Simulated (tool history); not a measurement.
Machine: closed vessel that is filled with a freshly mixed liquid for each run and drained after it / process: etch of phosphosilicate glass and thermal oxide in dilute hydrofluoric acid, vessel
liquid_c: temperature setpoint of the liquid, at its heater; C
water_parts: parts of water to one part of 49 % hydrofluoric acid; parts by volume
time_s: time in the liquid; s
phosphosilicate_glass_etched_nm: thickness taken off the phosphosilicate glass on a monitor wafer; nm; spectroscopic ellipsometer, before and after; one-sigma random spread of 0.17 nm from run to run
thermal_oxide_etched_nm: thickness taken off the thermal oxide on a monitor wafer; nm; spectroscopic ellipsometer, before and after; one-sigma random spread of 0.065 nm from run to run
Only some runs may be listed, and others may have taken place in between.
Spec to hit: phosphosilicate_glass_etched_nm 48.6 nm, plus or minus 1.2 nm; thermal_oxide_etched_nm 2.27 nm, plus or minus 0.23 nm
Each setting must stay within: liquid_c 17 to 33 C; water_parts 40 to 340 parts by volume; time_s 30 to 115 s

run,hour,liquid_c,water_parts,time_s,phosphosilicate_glass_etched_nm,thermal_oxide_etched_nm
1,0,25,190,60,31.192,1.4689
2,5.9,27,180,60,35.661,1.7254
3,14.5,25.5,180,60,33.865,1.5768
4,18.8,27,170,60,38.096,1.8444
5,24.6,27,170,50,31.794,1.4847
6,30.2,27,210,50,24.628,1.2033
7,36.2,28.5,185,50,30.086,1.4468
8,41.7,29.5,170,50,34.774,1.5985
9,44.1,30,160,50,38.094,1.8061
10,52.6,31,155,50,40.955,1.9316
# hour 55.8: thermometer replaced
11,55.8,31,155,50,38.045,1.8419
12,63.6,33,125,50,53.108,2.4381
13,71.9,32.5,125,50,51.582,2.4752

Which single option among these 4 for the next run brings every result within its allowed miss of target? Just one does.
A,80.2,27.5,120,60,?,?
B,80.2,31,115,45,?,?
C,80.2,31.5,145,65,?,?
D,80.2,28,105,50,?,?

move,phosphosilicate_glass_etched_nm,thermal_oxide_etched_nm
A,54.199,2.4567
B,48.643,2.2049
C,54.426,2.467
D,53.653,2.432
A: misses by more than the last run did
B: meets every target
C: misses by more than the last run did
D: misses by more than the last run did
B meets every target.
